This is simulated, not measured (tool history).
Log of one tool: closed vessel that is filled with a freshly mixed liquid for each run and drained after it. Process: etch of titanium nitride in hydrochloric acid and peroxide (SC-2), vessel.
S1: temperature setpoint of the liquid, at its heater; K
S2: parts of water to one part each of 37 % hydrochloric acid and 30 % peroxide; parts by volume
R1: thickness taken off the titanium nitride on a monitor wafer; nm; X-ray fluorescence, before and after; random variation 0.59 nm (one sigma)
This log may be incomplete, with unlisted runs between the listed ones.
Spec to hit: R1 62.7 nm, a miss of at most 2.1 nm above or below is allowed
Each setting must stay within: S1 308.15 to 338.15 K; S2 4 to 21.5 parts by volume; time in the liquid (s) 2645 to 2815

{"run": 1, "hour": 0.0, "S1": 322.15, "S2": 12, "time in the liquid (s)": 2645, "R1": 43.951}
{"run": 2, "hour": 5.5, "S1": 322.15, "S2": 10.5, "time in the liquid (s)": 2645, "R1": 49.239}
{"run": 3, "hour": 11.7, "S1": 322.65, "S2": 10.5, "time in the liquid (s)": 2645, "R1": 50.797}
{"run": 4, "hour": 17.1, "S1": 323.15, "S2": 10.5, "time in the liquid (s)": 2645, "R1": 52.268}
{"run": 5, "hour": 19.1, "S1": 323.15, "S2": 10.5, "time in the liquid (s)": 2645, "R1": 52.345}
{"run": 6, "hour": 23.6, "S1": 323.65, "S2": 10.5, "time in the liquid (s)": 2645, "R1": 54.387}
{"run": 7, "hour": 31.4, "S1": 324.15, "S2": 10.5, "time in the liquid (s)": 2645, "R1": 55.451}
{"run": 8, "hour": 39.0, "S1": 324.65, "S2": 10.5, "time in the liquid (s)": 2645, "R1": 58.704}
{"run": 9, "hour": 41.8, "S1": 325.15, "S2": 10.5, "time in the liquid (s)": 2645, "R1": 60.245}

4 next moves are on the table. One of them brings every result within its allowed miss. Which?
{"run": "A", "hour": 44.6, "S1": 320.65, "S2": 8.5, "time in the liquid (s)": 2815, "R1": "?"}
{"run": "B", "hour": 44.6, "S1": 327.15, "S2": 12.5, "time in the liquid (s)": 2645, "R1": "?"}
{"run": "C", "hour": 44.6, "S1": 327.15, "S2": 11.5, "time in the liquid (s)": 2645, "R1": "?"}
{"run": "D", "hour": 44.6, "S1": 317.15, "S2": 6.5, "time in the liquid (s)": 2815, "R1": "?"}

move=A R1=55.588
move=B R1=58.227
move=C R1=62.54
move=D R1=54.036
A: moves away from the targets compared with the last run
B: moves away from the targets compared with the last run
C: hits every target within its allowed miss
D: moves away from the targets compared with the last run
So the answer is move C, the one that meets all the targets.
